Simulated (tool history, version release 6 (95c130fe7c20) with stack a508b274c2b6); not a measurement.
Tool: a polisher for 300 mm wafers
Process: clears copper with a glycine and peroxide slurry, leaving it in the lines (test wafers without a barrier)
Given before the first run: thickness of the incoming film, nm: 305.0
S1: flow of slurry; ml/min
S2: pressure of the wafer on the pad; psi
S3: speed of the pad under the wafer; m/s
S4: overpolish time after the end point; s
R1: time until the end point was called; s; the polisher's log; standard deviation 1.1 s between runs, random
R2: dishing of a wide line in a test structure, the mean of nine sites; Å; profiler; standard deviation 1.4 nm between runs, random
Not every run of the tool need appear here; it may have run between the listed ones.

run	day	S1	S2	S3	S4	R1	R2
1	0.000	255	1.7	1.20	26	80.237	599.13
2	0.196	200	1.7	1.20	26	80.304	615.64
3	0.246	200	1.8	1.20	27	80.496	637.82
4	0.288	200	1.8	1.40	27	70.664	706.45
5	0.438	165	1.8	1.40	27	71.291	674.44
# day 0.596: head pressure recalibrated
6	0.596	165	1.6	1.40	27	83.033	626.38

Run 7, settings as shown, results not yet in. Your forecast:
7	0.717	170	1.7	1.40	28	?	?

{"run 7": {"R1": 77.895, "R2": 674.36}}

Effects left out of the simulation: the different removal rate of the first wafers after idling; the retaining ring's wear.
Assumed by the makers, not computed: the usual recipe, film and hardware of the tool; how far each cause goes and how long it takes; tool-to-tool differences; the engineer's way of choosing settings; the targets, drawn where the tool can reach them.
